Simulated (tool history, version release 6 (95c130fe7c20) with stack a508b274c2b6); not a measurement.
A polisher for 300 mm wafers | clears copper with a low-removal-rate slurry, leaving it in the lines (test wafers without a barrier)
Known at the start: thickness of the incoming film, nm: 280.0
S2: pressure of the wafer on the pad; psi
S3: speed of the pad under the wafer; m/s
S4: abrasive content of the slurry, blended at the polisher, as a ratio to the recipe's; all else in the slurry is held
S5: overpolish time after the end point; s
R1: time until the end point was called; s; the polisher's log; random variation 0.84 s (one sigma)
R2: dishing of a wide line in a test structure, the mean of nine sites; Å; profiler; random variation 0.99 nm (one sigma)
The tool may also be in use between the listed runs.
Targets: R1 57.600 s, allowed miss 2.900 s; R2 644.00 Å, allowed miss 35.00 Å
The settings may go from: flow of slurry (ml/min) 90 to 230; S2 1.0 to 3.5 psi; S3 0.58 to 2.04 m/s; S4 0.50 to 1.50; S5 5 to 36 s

run 1 hour=0.0 | flow_of_slurry_(ml/min)=150 S2=2.2 S3=1.30 S4=1.00 S5=18 | R1=80.855 R2=383.14
run 2 hour=1.5 | flow_of_slurry_(ml/min)=150 S2=2.2 S3=1.10 S4=1.00 S5=18 | R1=96.977 R2=326.87
run 3 hour=9.1 | flow_of_slurry_(ml/min)=150 S2=2.5 S3=1.10 S4=1.00 S5=19 | R1=85.375 R2=378.87
run 4 hour=12.3 | flow_of_slurry_(ml/min)=120 S2=2.5 S3=1.10 S4=1.00 S5=19 | R1=92.237 R2=365.18
run 5 hour=17.6 | flow_of_slurry_(ml/min)=120 S2=2.5 S3=1.10 S4=1.00 S5=16 | R1=91.030 R2=308.22
run 6 hour=26.2 | flow_of_slurry_(ml/min)=120 S2=2.5 S3=1.34 S4=1.00 S5=16 | R1=73.974 R2=371.31
run 7 hour=26.8 | flow_of_slurry_(ml/min)=125 S2=2.6 S3=1.34 S4=1.00 S5=18 | R1=72.461 R2=429.83
run 8 hour=28.9 | flow_of_slurry_(ml/min)=135 S2=2.7 S3=1.34 S4=1.00 S5=19 | R1=66.362 R2=453.58
run 9 hour=37.3 | flow_of_slurry_(ml/min)=140 S2=2.7 S3=1.36 S4=1.00 S5=21 | R1=66.049 R2=507.94
run 10 hour=40.9 | flow_of_slurry_(ml/min)=150 S2=2.8 S3=1.36 S4=1.00 S5=22 | R1=64.458 R2=550.51
run 11 hour=42.6 | flow_of_slurry_(ml/min)=155 S2=2.9 S3=1.36 S4=1.00 S5=22 | R1=61.365 R2=549.21
run 12 hour=47.0 | flow_of_slurry_(ml/min)=155 S2=2.9 S3=1.36 S4=1.00 S5=23 | R1=61.502 R2=574.63
run 13 hour=48.1 | flow_of_slurry_(ml/min)=160 S2=3.0 S3=1.36 S4=1.00 S5=24 | R1=58.532 R2=613.43

Which of these 5 next moves meets every target?
run A hour=49.2 | flow_of_slurry_(ml/min)=190 S2=2.8 S3=1.48 S4=0.95 S5=26 | R1=? R2=?
run B hour=49.2 | flow_of_slurry_(ml/min)=135 S2=3.1 S3=1.34 S4=1.10 S5=20 | R1=? R2=?
run C hour=49.2 | flow_of_slurry_(ml/min)=140 S2=3.0 S3=1.28 S4=1.20 S5=27 | R1=? R2=?
run D hour=49.2 | flow_of_slurry_(ml/min)=175 S2=2.9 S3=1.40 S4=1.10 S5=21 | R1=? R2=?
run E hour=49.2 | flow_of_slurry_(ml/min)=100 S2=3.5 S3=1.22 S4=1.35 S5=22 | R1=? R2=?

move=A R1=57.939 R2=667.80
move=B R1=59.715 R2=543.22
move=C R1=62.659 R2=653.03
move=D R1=58.267 R2=571.66
move=E R1=59.516 R2=590.52
A: meets every target
B: further off than the last run
C: brings the result that was furthest off to its target, and leaves another outside
D: further off than the last run
E: further off than the last run
Move A is the one to make.
